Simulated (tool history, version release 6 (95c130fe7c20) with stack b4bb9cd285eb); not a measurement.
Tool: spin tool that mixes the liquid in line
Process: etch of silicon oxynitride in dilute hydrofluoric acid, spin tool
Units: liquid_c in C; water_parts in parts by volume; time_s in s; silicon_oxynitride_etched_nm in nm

Run 1, hour 0: liquid_c 21 C, water_parts 60 parts by volume, time_s 80 s. Result: silicon_oxynitride_etched_nm 4.5065 nm.
Run 2, hour 3.1: liquid_c 21 C, water_parts 60 parts by volume, time_s 60 s. Result: silicon_oxynitride_etched_nm 3.3911 nm.
Run 3, hour 7.6: liquid_c 18 C, water_parts 60 parts by volume, time_s 60 s. Result: silicon_oxynitride_etched_nm 2.8828 nm.
Run 4, hour 10.9: liquid_c 18.5 C, water_parts 60 parts by volume, time_s 60 s. Result: silicon_oxynitride_etched_nm 2.934 nm.
Run 5, hour 15.4: liquid_c 18.5 C, water_parts 50 parts by volume, time_s 60 s. Result: silicon_oxynitride_etched_nm 3.6098 nm.
Run 6, hour 19.7: liquid_c 18 C, water_parts 50 parts by volume, time_s 60 s. Result: silicon_oxynitride_etched_nm 3.4932 nm.
Run 7, hour 25.9: liquid_c 17.5 C, water_parts 50 parts by volume, time_s 60 s. Result: silicon_oxynitride_etched_nm 3.3998 nm.
Run 8, hour 28.1: liquid_c 17 C, water_parts 50 parts by volume, time_s 60 s. Result: silicon_oxynitride_etched_nm 3.299 nm.
Run 9, hour 30.2: liquid_c 17.5 C, water_parts 50 parts by volume, time_s 60 s. Result: silicon_oxynitride_etched_nm 3.4065 nm.
Run 10, hour 36.9: liquid_c 17 C, water_parts 50 parts by volume, time_s 60 s. Result: silicon_oxynitride_etched_nm 3.2976 nm.
Run 11, hour 45.9: liquid_c 17 C, water_parts 50 parts by volume, time_s 60 s. Result: silicon_oxynitride_etched_nm 3.3084 nm.
Run 12, hour 53.2: liquid_c 17 C, water_parts 55 parts by volume, time_s 60 s. Result: silicon_oxynitride_etched_nm 3.002 nm.

Forecast run 13:
Run 13, hour 60.3: liquid_c 17.5 C, water_parts 55 parts by volume, time_s 60 s. Result: silicon_oxynitride_etched_nm ?.

silicon_oxynitride_etched_nm: 3.0646 nm
